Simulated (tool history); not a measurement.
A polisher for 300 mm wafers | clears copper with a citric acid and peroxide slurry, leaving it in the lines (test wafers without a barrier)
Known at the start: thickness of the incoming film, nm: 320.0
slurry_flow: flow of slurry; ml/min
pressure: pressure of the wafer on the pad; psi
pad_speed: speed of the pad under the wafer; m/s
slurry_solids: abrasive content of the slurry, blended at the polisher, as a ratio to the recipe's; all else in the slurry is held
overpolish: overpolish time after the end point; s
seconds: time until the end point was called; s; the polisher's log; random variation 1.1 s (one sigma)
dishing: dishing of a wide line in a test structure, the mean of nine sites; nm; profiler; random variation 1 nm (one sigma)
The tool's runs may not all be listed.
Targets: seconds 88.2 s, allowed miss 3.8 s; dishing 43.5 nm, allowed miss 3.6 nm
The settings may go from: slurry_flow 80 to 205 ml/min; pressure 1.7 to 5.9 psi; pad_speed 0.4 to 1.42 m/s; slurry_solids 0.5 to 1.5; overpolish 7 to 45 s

run,hour,slurry_flow,pressure,pad_speed,slurry_solids,overpolish,seconds,dishing
1,0,135,3.8,0.9,1,23,135.98,33.777
2,6.1,135,3.8,0.9,1,33,136.84,45.517
3,8.1,140,4.2,0.9,1,29,128.61,44.257
4,10.5,140,4.2,0.9,1.05,29,125,45.916
5,11.6,140,4.2,0.9,1.05,24,124.52,37.175
6,18.8,140,4.6,0.9,1.05,23,118.76,39.888
7,23.1,145,5,0.92,1.05,21,105.81,38.472
8,27.6,145,5.3,0.92,1.05,21,103.29,40.924
9,30.4,150,5.5,0.94,1.05,20,97.505,40.424
10,33.5,150,5.6,0.96,1.05,20,95.133,42.757
11,42.2,150,5.7,0.96,1.05,20,95.637,42.055

4 next moves are on the table. One of them brings every result within its allowed miss. Which?
A,50.9,165,5.9,0.94,1.15,20,?,?
B,50.9,140,5.9,0.92,0.95,24,?,?
C,50.9,130,4.8,0.94,1.1,28,?,?
D,50.9,155,5.5,0.98,1,17,?,?

move,seconds,dishing
A,89.32,41.657
B,97.7,44.895
C,109.19,46.024
D,94.216,34.722
A: meets every target
B: further off than the last run
C: further off than the last run
D: further off than the last run
Answer: A

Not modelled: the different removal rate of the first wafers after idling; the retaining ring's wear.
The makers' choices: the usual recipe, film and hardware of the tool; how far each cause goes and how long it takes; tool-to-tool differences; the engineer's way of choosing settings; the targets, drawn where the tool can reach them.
